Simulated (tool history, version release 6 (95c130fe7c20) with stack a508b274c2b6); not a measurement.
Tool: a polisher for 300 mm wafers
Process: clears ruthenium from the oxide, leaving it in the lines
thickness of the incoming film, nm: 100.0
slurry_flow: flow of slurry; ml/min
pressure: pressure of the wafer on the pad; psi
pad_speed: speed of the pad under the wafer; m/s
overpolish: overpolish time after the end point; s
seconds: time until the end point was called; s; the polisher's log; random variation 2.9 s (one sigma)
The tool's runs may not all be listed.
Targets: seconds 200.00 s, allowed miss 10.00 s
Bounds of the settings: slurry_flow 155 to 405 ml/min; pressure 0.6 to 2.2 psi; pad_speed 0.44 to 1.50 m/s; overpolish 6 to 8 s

run  hour  slurry_flow  pressure  pad_speed  overpolish  seconds
  1   0.0          260       1.4       0.96           8   108.88
  2   2.0          260       1.3       0.96           8   118.55
  3   3.7          260       1.2       0.96           8   125.54
  4   5.2          260       1.2       0.96           8   129.61
  5  10.0          260       1.1       0.96           8   134.86
  6  18.2          260       1.1       1.14           8   118.01
  7  19.4          260       1.0       1.12           8   129.62
     22.2  -- head pressure recalibrated
  8  22.2          255       0.6       0.96           8   259.92
  9  24.4          260       0.7       0.96           8   230.95
 10  25.9          270       0.9       0.96           8   177.60
 11  29.2          265       0.9       0.96           8   178.76
 12  35.0          265       0.7       0.96           8   222.15
 13  40.7          270       0.7       0.96           8   224.37
 14  44.3          275       0.7       0.96           8   220.94

4 next moves are on the table. One of them brings every result within its allowed miss. Which?
  A  47.9          305       0.7       0.80           8        ?
  B  47.9          300       0.8       0.86           8        ?
  C  47.9          270       0.7       0.90           8        ?
  D  47.9          285       0.7       1.08           8        ?

move  seconds
   A   262.03
   B   215.68
   C   236.30
   D   197.03
A: further off than the last run
B: nearer than the last run, and not there yet
C: further off than the last run
D: meets every target
The right move is D.
